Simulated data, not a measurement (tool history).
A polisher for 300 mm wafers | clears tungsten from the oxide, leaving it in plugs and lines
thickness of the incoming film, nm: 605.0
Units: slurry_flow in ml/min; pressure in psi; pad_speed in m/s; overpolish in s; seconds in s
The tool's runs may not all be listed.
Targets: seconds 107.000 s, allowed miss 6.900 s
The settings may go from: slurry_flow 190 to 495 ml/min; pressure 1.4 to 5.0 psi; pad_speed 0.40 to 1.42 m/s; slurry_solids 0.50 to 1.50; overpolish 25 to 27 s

Run 1, hour 0.0: slurry_flow 320 ml/min, pressure 3.2 psi, pad_speed 0.90 m/s, slurry_solids 1.00, overpolish 25 s. Result: seconds 136.440 s.
Run 2, hour 0.7: slurry_flow 320 ml/min, pressure 2.8 psi, pad_speed 0.90 m/s, slurry_solids 1.00, overpolish 25 s. Result: seconds 149.780 s.
Run 3, hour 9.6: slurry_flow 320 ml/min, pressure 2.8 psi, pad_speed 0.90 m/s, slurry_solids 1.00, overpolish 27 s. Result: seconds 156.190 s.
Run 4, hour 16.9: slurry_flow 320 ml/min, pressure 3.1 psi, pad_speed 0.92 m/s, slurry_solids 1.00, overpolish 27 s. Result: seconds 139.170 s.
Run 5, hour 22.6: slurry_flow 320 ml/min, pressure 3.1 psi, pad_speed 0.92 m/s, slurry_solids 1.00, overpolish 25 s. Result: seconds 136.440 s.
Run 6, hour 24.5: slurry_flow 320 ml/min, pressure 3.1 psi, pad_speed 1.12 m/s, slurry_solids 1.00, overpolish 25 s. Result: seconds 124.550 s.
Run 7, hour 25.7: slurry_flow 320 ml/min, pressure 3.2 psi, pad_speed 1.12 m/s, slurry_solids 1.00, overpolish 25 s. Result: seconds 121.700 s.
Run 8, hour 26.9: slurry_flow 320 ml/min, pressure 3.3 psi, pad_speed 1.12 m/s, slurry_solids 1.00, overpolish 25 s. Result: seconds 117.910 s.

4 next moves are on the table. One of them brings every result within its allowed miss. Which?
Run A, hour 28.1: slurry_flow 300 ml/min, pressure 4.3 psi, pad_speed 1.12 m/s, slurry_solids 1.20, overpolish 26 s. Result: seconds ?.
Run B, hour 28.1: slurry_flow 430 ml/min, pressure 4.5 psi, pad_speed 1.14 m/s, slurry_solids 0.95, overpolish 27 s. Result: seconds ?.
Run C, hour 28.1: slurry_flow 260 ml/min, pressure 3.4 psi, pad_speed 1.12 m/s, slurry_solids 0.90, overpolish 25 s. Result: seconds ?.
Run D, hour 28.1: slurry_flow 305 ml/min, pressure 3.4 psi, pad_speed 1.16 m/s, slurry_solids 1.10, overpolish 25 s. Result: seconds ?.

move  seconds
   A   92.522
   B   90.892
   C  120.930
   D  110.060
A: takes the result that was furthest off past its target
B: takes the result that was furthest off past its target
C: further off than the last run
D: meets every target
Answer: D

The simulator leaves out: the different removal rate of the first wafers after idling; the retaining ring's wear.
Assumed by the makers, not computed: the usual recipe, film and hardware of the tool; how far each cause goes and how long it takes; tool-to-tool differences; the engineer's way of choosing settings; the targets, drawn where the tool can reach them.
